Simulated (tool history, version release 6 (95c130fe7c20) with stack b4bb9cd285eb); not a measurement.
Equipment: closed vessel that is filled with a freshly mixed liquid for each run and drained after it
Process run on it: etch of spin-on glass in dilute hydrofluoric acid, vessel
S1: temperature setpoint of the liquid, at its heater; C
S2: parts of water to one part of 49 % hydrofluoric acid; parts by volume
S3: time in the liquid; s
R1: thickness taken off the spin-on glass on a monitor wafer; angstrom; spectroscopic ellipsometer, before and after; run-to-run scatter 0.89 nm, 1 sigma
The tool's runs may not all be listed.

run,day,S1,S2,S3,R1
1,0,22,100,135,731.43
2,0.346,22,100,145,791.72
3,0.638,22,65,145,1266.6
4,0.692,22,65,145,1280.3
5,0.892,23.5,65,145,1350.7
6,1.267,23.5,65,145,1341.2
7,1.371,22,65,145,1265.4
8,1.525,21,65,145,1212.2
9,1.758,21,65,145,1218.3
10,1.85,20.5,65,145,1178.4

Predict the results of run 11:
11,2.017,20,65,145,?

Run 11 produced R1 1171 angstrom.
